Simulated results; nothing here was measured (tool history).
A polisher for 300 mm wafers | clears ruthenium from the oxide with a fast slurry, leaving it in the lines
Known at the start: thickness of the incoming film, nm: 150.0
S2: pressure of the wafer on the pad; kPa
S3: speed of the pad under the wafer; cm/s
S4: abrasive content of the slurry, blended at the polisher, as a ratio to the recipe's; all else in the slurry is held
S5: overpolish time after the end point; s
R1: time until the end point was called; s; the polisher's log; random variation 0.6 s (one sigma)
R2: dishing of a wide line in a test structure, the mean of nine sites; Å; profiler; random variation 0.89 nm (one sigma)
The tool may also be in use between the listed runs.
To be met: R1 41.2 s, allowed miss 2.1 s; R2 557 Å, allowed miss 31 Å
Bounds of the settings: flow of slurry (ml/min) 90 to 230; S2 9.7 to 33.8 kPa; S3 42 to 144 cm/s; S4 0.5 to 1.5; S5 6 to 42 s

{"run": 1, "hour": 0.0, "flow of slurry (ml/min)": 150, "S2": 21.4, "S3": 92, "S4": 1, "S5": 21, "R1": 32.275, "R2": 557.95}
{"run": 2, "hour": 1.0, "flow of slurry (ml/min)": 150, "S2": 21.4, "S3": 92, "S4": 1, "S5": 30, "R1": 32.276, "R2": 697.76}
{"run": 3, "hour": 2.1, "flow of slurry (ml/min)": 150, "S2": 20, "S3": 92, "S4": 1, "S5": 29, "R1": 34.331, "R2": 647.24}
{"run": 4, "hour": 4.8, "flow of slurry (ml/min)": 150, "S2": 20, "S3": 92, "S4": 1, "S5": 20, "R1": 34.803, "R2": 530.14}
{"run": 5, "hour": 11.8, "flow of slurry (ml/min)": 180, "S2": 20, "S3": 92, "S4": 1, "S5": 20, "R1": 34.024, "R2": 544.45}
{"run": 6, "hour": 16.3, "flow of slurry (ml/min)": 180, "S2": 19.3, "S3": 92, "S4": 1, "S5": 21, "R1": 34.278, "R2": 523.42}
{"run": 7, "hour": 18.2, "flow of slurry (ml/min)": 175, "S2": 18.6, "S3": 92, "S4": 1, "S5": 23, "R1": 36.857, "R2": 552.78}
{"run": 8, "hour": 20.8, "flow of slurry (ml/min)": 175, "S2": 18.6, "S3": 92, "S4": 1, "S5": 23, "R1": 35.786, "R2": 565.53}
{"run": 9, "hour": 23.1, "flow of slurry (ml/min)": 175, "S2": 17.9, "S3": 92, "S4": 1, "S5": 23, "R1": 36.399, "R2": 539.82}
{"run": 10, "hour": 25.6, "flow of slurry (ml/min)": 165, "S2": 15.2, "S3": 90, "S4": 1, "S5": 28, "R1": 44.548, "R2": 555.24}

4 next moves are on the table. One of them brings every result within its allowed miss. Which?
{"run": "A", "hour": 28.1, "flow of slurry (ml/min)": 145, "S2": 15.2, "S3": 112, "S4": 0.9, "S5": 26, "R1": "?", "R2": "?"}
{"run": "B", "hour": 28.1, "flow of slurry (ml/min)": 165, "S2": 20, "S3": 58, "S4": 1.05, "S5": 29, "R1": "?", "R2": "?"}
{"run": "C", "hour": 28.1, "flow of slurry (ml/min)": 160, "S2": 14.5, "S3": 88, "S4": 1.2, "S5": 30, "R1": "?", "R2": "?"}
{"run": "D", "hour": 28.1, "flow of slurry (ml/min)": 160, "S2": 17.2, "S3": 96, "S4": 1.1, "S5": 25, "R1": "?", "R2": "?"}

move=A R1=40.702 R2=549.11
move=B R1=46.839 R2=538.59
move=C R1=44.908 R2=564.22
move=D R1=36.787 R2=570.02
A: meets every target
B: further off than the last run
C: further off than the last run
D: takes the result that was furthest off past its target
The right move is A.
